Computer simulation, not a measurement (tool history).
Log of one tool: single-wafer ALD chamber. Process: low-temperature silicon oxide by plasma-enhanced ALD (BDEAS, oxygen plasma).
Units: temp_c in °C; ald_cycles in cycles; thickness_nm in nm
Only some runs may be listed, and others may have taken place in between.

{"run": 1, "hour": 0.0, "temp_c": 105, "ald_cycles": 59, "thickness_nm": 8.5038}
{"run": 2, "hour": 7.3, "temp_c": 104, "ald_cycles": 61, "thickness_nm": 8.7891}
{"run": 3, "hour": 9.5, "temp_c": 103, "ald_cycles": 62, "thickness_nm": 8.8743}
{"run": 4, "hour": 12.9, "temp_c": 112, "ald_cycles": 62, "thickness_nm": 8.8167}
{"run": 5, "hour": 15.5, "temp_c": 119, "ald_cycles": 62, "thickness_nm": 8.5505}
{"run": 6, "hour": 23.5, "temp_c": 115, "ald_cycles": 63, "thickness_nm": 8.8469}
{"run": 7, "hour": 31.4, "temp_c": 113, "ald_cycles": 64, "thickness_nm": 9.0176}
{"run": 8, "hour": 37.4, "temp_c": 111, "ald_cycles": 65, "thickness_nm": 9.225}

Predict the results of run 9:
{"run": 9, "hour": 40.9, "temp_c": 110, "ald_cycles": 65, "thickness_nm": "?"}

For run 9 the tool returned thickness_nm 9.2409 nm.

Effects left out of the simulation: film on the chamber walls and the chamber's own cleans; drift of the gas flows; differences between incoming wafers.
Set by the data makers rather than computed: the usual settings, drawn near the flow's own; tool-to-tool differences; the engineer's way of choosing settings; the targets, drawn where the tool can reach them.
